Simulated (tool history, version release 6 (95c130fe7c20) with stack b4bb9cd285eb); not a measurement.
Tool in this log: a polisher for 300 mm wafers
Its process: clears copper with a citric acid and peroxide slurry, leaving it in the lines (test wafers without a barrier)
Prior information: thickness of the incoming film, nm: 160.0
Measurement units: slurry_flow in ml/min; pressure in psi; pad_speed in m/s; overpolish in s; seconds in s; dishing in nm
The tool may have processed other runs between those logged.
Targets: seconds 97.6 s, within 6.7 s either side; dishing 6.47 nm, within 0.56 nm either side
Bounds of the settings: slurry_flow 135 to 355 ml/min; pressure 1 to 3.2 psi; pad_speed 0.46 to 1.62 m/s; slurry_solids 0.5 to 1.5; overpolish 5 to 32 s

run,hour,slurry_flow,pressure,pad_speed,slurry_solids,overpolish,seconds,dishing
1,0,225,2.1,1.04,1,16,88.984,20.179
2,7.8,225,2.1,1.04,1.05,16,87.027,20.371
3,15.3,190,2.1,1.04,1.05,16,89.36,19.264
4,24,190,2.1,1.04,0.95,16,92.112,19.234
5,30.8,170,1.8,1.08,1.15,12,95.667,14.089
6,36.2,170,1.8,1.08,1.3,12,92.471,14.681
7,45.2,160,1.5,1.18,1.2,10,100.71,11.263
8,51.3,150,1.3,1.34,1,8,107.09,9.2615

Exercise: of the 5 proposed moves below, exactly one satisfies all targets within the stated allowed misses. Which move is it?
A,57.4,165,1.1,1.3,1.15,5,?,?
B,57.4,200,1.5,1.62,0.85,5,?,?
C,57.4,135,1.5,1.18,0.95,8,?,?
D,57.4,135,1.2,1.54,1.1,5,?,?
E,57.4,135,1.2,1.32,1.1,5,?,?

move,seconds,dishing
A,117.38,5.1938
B,80.487,7.4236
C,114.02,8.3119
D,99.236,6.089
E,115.12,5.2945
A: pushes the last run's worst result past its target
B: nearer than the last run, and not there yet
C: nearer than the last run, and not there yet
D: all results land within tolerance of their targets
E: pushes the last run's worst result past its target
The right move is D.
